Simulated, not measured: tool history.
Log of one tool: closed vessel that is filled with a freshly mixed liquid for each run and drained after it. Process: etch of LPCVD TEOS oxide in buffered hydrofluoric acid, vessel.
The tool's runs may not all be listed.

| run | hour | temperature setpoint of the liquid (K) | parts of 40 % ammonium fluoride to one part of 49 % hydrofluoric acid (parts by volume) | time in the liquid (s) | thickness taken off the LPCVD TEOS oxide on a monitor wafer (angstrom) |
|---|---|---|---|---|---|
| 1 | 0 | 296.15 | 8.5 | 30 | 610.51 |
| 2 | 1.4 | 295.15 | 8.5 | 30 | 572.67 |
| 3 | 7.4 | 295.15 | 8.5 | 30 | 567.46 |
| 4 | 10.3 | 295.15 | 10 | 30 | 494.04 |
| 5 | 12.6 | 297.15 | 10 | 30 | 558.74 |
| 6 | 16.4 | 296.65 | 10 | 30 | 552.66 |

Forecast run 7:
|  | 22.3 | hydrofluoric acid flow meter replaced |
| 7 | 22.3 | 296.15 | 10 | 30 | ? |

{"run 7": {"thickness taken off the LPCVD TEOS oxide on a monitor wafer (angstrom)": 579.91}}

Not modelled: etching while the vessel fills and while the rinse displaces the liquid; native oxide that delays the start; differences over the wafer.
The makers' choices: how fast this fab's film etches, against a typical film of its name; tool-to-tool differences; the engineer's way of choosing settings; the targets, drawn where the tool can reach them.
